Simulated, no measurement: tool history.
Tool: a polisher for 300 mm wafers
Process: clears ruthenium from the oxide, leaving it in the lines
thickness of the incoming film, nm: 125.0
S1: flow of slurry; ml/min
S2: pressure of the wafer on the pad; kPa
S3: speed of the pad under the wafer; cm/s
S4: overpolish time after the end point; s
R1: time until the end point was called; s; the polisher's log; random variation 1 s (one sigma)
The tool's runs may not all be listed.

{"run": 1, "hour": 0.0, "S1": 275, "S2": 11.7, "S3": 118, "S4": 17, "R1": 100.38}
{"run": 2, "hour": 8.2, "S1": 275, "S2": 13.1, "S3": 120, "S4": 17, "R1": 91.959}
{"run": 3, "hour": 12.4, "S1": 275, "S2": 13.1, "S3": 92, "S4": 17, "R1": 117.46}
{"run": 4, "hour": 18.2, "S1": 275, "S2": 14.5, "S3": 100, "S4": 17, "R1": 99.344}
{"run": 5, "hour": 19.0, "S1": 275, "S2": 14.5, "S3": 84, "S4": 17, "R1": 118.1}
{"run": 6, "hour": 26.1, "S1": 275, "S2": 15.9, "S3": 96, "S4": 17, "R1": 98.484}
{"run": 7, "hour": 33.2, "S1": 275, "S2": 16.5, "S3": 106, "S4": 17, "R1": 83.26}
{"run": 8, "hour": 37.1, "S1": 275, "S2": 17.2, "S3": 110, "S4": 17, "R1": 78.508}

The next listed run, before its measurement:
{"run": 9, "hour": 40.4, "S1": 275, "S2": 17.9, "S3": 114, "S4": 17, "R1": "?"}

Run 9 gave R1 73.865 s.
